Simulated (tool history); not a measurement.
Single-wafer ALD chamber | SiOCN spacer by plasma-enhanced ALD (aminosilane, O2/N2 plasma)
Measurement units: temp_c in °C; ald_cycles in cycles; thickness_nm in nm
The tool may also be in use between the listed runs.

Run 1, hour 0: temp_c 410 °C, ald_cycles 58 cycles. Result: thickness_nm 3.3231 nm.
Run 2, hour 7.1: temp_c 416 °C, ald_cycles 58 cycles. Result: thickness_nm 3.2601 nm.
Run 3, hour 9.1: temp_c 416 °C, ald_cycles 53 cycles. Result: thickness_nm 3.0064 nm.
Run 4, hour 16.7: temp_c 421 °C, ald_cycles 53 cycles. Result: thickness_nm 2.9406 nm.
Run 5, hour 23.2: temp_c 412 °C, ald_cycles 53 cycles. Result: thickness_nm 3.0439 nm.
Run 6, hour 26.9: temp_c 412 °C, ald_cycles 59 cycles. Result: thickness_nm 3.3467 nm.
Run 7, hour 29.1: temp_c 400 °C, ald_cycles 68 cycles. Result: thickness_nm 3.9845 nm.

Run 8 comes next. What will it give?
Run 8, hour 33.3: temp_c 399 °C, ald_cycles 69 cycles. Result: thickness_nm ?.

Run 8 measured thickness_nm 4.0518 nm.

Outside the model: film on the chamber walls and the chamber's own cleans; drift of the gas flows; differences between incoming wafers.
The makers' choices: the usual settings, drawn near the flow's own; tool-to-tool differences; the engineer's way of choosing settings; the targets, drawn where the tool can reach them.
